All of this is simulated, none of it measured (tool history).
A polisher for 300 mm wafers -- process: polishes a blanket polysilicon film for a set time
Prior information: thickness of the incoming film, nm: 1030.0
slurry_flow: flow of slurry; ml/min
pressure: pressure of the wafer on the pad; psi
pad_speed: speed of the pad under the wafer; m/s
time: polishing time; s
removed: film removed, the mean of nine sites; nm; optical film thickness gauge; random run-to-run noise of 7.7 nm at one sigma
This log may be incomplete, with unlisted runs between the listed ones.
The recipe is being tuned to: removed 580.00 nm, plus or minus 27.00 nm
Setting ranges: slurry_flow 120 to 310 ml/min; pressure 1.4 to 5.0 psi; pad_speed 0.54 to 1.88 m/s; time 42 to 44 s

Run 1, day 0.000: slurry_flow 200 ml/min, pressure 3.2 psi, pad_speed 1.20 m/s, time 42 s. Result: removed 405.21 nm.
Run 2, day 0.079: slurry_flow 200 ml/min, pressure 3.4 psi, pad_speed 1.20 m/s, time 42 s. Result: removed 439.86 nm.
Run 3, day 0.158: slurry_flow 200 ml/min, pressure 3.6 psi, pad_speed 1.20 m/s, time 42 s. Result: removed 465.77 nm.
Run 4, day 0.204: slurry_flow 200 ml/min, pressure 3.6 psi, pad_speed 0.92 m/s, time 42 s. Result: removed 397.91 nm.
Run 5, day 0.462: slurry_flow 200 ml/min, pressure 3.8 psi, pad_speed 0.92 m/s, time 42 s. Result: removed 421.29 nm.
Run 6, day 0.829: slurry_flow 245 ml/min, pressure 3.8 psi, pad_speed 0.92 m/s, time 42 s. Result: removed 434.94 nm.
At day 0.912: head pressure recalibrated.
Run 7, day 0.912: slurry_flow 245 ml/min, pressure 4.0 psi, pad_speed 0.92 m/s, time 42 s. Result: removed 499.12 nm.
Run 8, day 1.104: slurry_flow 250 ml/min, pressure 4.0 psi, pad_speed 0.92 m/s, time 42 s. Result: removed 484.61 nm.
Run 9, day 1.383: slurry_flow 250 ml/min, pressure 4.1 psi, pad_speed 0.92 m/s, time 42 s. Result: removed 514.05 nm.
Run 10, day 1.600: slurry_flow 255 ml/min, pressure 4.1 psi, pad_speed 0.92 m/s, time 42 s. Result: removed 497.61 nm.
Run 11, day 1.900: slurry_flow 255 ml/min, pressure 4.2 psi, pad_speed 0.92 m/s, time 42 s. Result: removed 508.09 nm.

4 candidate next runs follow, results not yet known. Just one meets every target within its allowed miss. Identify it.
Run A, day 2.200: slurry_flow 210 ml/min, pressure 4.0 psi, pad_speed 1.16 m/s, time 44 s. Result: removed ?.
Run B, day 2.200: slurry_flow 305 ml/min, pressure 3.8 psi, pad_speed 0.72 m/s, time 42 s. Result: removed ?.
Run C, day 2.200: slurry_flow 245 ml/min, pressure 4.6 psi, pad_speed 1.04 m/s, time 44 s. Result: removed ?.
Run D, day 2.200: slurry_flow 260 ml/min, pressure 3.2 psi, pad_speed 0.94 m/s, time 42 s. Result: removed ?.

move  removed
   A   570.12
   B   418.61
   C   625.59
   D   399.09
A: each result inside its tolerance
B: further off than the last run
C: moves the result that the last run missed by most past its target, out the other side
D: further off than the last run
Move A is the one to make.
